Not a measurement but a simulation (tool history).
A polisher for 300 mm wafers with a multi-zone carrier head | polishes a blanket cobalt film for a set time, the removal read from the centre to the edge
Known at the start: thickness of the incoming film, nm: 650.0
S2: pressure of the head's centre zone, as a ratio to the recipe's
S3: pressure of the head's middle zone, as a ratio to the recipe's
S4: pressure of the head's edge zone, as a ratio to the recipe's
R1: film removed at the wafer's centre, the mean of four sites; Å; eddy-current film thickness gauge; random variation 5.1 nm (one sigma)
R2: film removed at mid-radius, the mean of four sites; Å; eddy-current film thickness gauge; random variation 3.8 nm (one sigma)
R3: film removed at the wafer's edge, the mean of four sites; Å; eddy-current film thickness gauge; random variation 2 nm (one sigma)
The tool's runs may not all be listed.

Run 1, hour 0.0: flow of slurry (ml/min) 145, S2 1.00, S3 1.00, S4 1.00, polishing time (s) 59. Result: R1 2043.3 Å, R2 2011.4 Å, R3 2017.8 Å.
Run 2, hour 3.1: flow of slurry (ml/min) 145, S2 1.00, S3 1.03, S4 1.00, polishing time (s) 59. Result: R1 1996.1 Å, R2 2045.3 Å, R3 2022.8 Å.
Run 3, hour 11.1: flow of slurry (ml/min) 165, S2 1.07, S3 1.02, S4 1.03, polishing time (s) 65. Result: R1 2355.2 Å, R2 2323.2 Å, R3 2246.6 Å.
Run 4, hour 17.0: flow of slurry (ml/min) 175, S2 1.11, S3 0.97, S4 1.03, polishing time (s) 72. Result: R1 2813.2 Å, R2 2515.5 Å, R3 2550.6 Å.
Run 5, hour 18.9: flow of slurry (ml/min) 185, S2 1.14, S3 0.95, S4 1.02, polishing time (s) 76. Result: R1 3089.4 Å, R2 2653.1 Å, R3 2684.4 Å.
Run 6, hour 21.3: flow of slurry (ml/min) 185, S2 1.08, S3 0.95, S4 1.02, polishing time (s) 76. Result: R1 2854.3 Å, R2 2670.5 Å, R3 2697.3 Å.
Run 7, hour 29.3: flow of slurry (ml/min) 180, S2 1.12, S3 0.94, S4 1.01, polishing time (s) 79. Result: R1 3122.1 Å, R2 2706.4 Å, R3 2770.3 Å.

The next listed run, before its measurement:
At hour 33.3: worn pad replaced by a new one.
Run 8, hour 33.3: flow of slurry (ml/min) 220, S2 1.19, S3 0.95, S4 1.06, polishing time (s) 82. Result: R1 ?, R2 ?, R3 ?.

{"run 8": {"R1": 3880.3, "R2": 3019.5, "R3": 3188.5}}
